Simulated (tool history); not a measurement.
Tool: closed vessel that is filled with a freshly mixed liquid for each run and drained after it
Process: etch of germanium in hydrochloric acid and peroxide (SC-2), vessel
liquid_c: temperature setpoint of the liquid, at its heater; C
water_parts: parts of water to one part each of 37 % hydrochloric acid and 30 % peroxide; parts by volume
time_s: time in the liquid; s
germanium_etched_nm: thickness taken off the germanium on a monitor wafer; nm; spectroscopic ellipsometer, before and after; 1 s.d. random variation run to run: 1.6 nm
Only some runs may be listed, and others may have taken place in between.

| run | hour | liquid_c | water_parts | time_s | germanium_etched_nm |
|---|---|---|---|---|---|
| 1 | 0.0 | 48.0 | 6.5 | 105 | 202.91 |
| 2 | 7.7 | 46.0 | 6.5 | 105 | 188.76 |
| 3 | 14.0 | 46.0 | 6.5 | 115 | 204.17 |
| 4 | 22.7 | 44.5 | 6.5 | 115 | 196.06 |
| 5 | 30.3 | 44.5 | 6.5 | 115 | 200.54 |
| 6 | 31.1 | 51.0 | 6.5 | 115 | 240.53 |
| 7 | 39.3 | 47.5 | 6.5 | 115 | 215.13 |
| 8 | 42.4 | 45.0 | 6.5 | 115 | 196.32 |

Estimate the outcome of run 9 from the log above:
| 9 | 50.7 | 43.5 | 6.5 | 115 | ? |

Run 9 gave germanium_etched_nm 187.93 nm.
